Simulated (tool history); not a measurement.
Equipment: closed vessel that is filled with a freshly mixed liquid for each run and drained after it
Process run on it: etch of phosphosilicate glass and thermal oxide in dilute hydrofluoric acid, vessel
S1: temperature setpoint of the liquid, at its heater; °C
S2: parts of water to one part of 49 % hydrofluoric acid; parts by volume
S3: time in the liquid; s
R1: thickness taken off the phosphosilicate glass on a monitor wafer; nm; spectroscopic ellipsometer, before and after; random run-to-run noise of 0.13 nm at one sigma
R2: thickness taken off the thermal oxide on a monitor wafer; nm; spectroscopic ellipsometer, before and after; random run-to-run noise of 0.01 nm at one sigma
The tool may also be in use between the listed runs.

run 1 hour=0 | S1=22 S2=270 S3=165 | R1=40.671 R2=2.2713
run 2 hour=1.7 | S1=21 S2=295 S3=165 | R1=35.552 R2=1.9615
run 3 hour=4.1 | S1=21 S2=295 S3=105 | R1=22.887 R2=1.2586
run 4 hour=5.6 | S1=21 S2=220 S3=105 | R1=32.315 R2=1.7891
run 5 hour=8.1 | S1=23.5 S2=220 S3=105 | R1=35.449 R2=1.9931
run 6 hour=16.1 | S1=23.5 S2=220 S3=75 | R1=25.691 R2=1.4155
run 7 hour=23.2 | S1=22.5 S2=230 S3=75 | R1=23.222 R2=1.3103

For run 8, what comes out?
run 8 hour=30.4 | S1=21.5 S2=230 S3=75 | R1=? R2=?

{"run 8": {"R1": 22.423, "R2": 1.2397}}
